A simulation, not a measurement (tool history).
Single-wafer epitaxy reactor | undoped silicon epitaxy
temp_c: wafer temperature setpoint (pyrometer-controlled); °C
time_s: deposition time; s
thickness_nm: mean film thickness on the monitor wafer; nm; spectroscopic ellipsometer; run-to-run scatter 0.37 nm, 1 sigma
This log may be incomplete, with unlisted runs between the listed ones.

Run 1, hour 0.0: temp_c 635 °C, time_s 497 s. Result: thickness_nm 53.192 nm.
Run 2, hour 5.0: temp_c 644 °C, time_s 497 s. Result: thickness_nm 67.221 nm.
Run 3, hour 9.2: temp_c 646 °C, time_s 498 s. Result: thickness_nm 70.339 nm.
Run 4, hour 13.6: temp_c 647 °C, time_s 498 s. Result: thickness_nm 72.535 nm.
Run 5, hour 18.6: temp_c 641 °C, time_s 498 s. Result: thickness_nm 61.774 nm.
Run 6, hour 19.8: temp_c 635 °C, time_s 498 s. Result: thickness_nm 53.386 nm.
Run 7, hour 23.8: temp_c 636 °C, time_s 498 s. Result: thickness_nm 55.004 nm.
Run 8, hour 24.8: temp_c 637 °C, time_s 498 s. Result: thickness_nm 56.394 nm.
Run 9, hour 33.2: temp_c 638 °C, time_s 498 s. Result: thickness_nm 57.604 nm.

What does the tool deliver on the next run?
At hour 40.9: pyrometer calibrated.
Run 10, hour 40.9: temp_c 639 °C, time_s 498 s. Result: thickness_nm ?.

{"run 10": {"thickness_nm": 63.433}}

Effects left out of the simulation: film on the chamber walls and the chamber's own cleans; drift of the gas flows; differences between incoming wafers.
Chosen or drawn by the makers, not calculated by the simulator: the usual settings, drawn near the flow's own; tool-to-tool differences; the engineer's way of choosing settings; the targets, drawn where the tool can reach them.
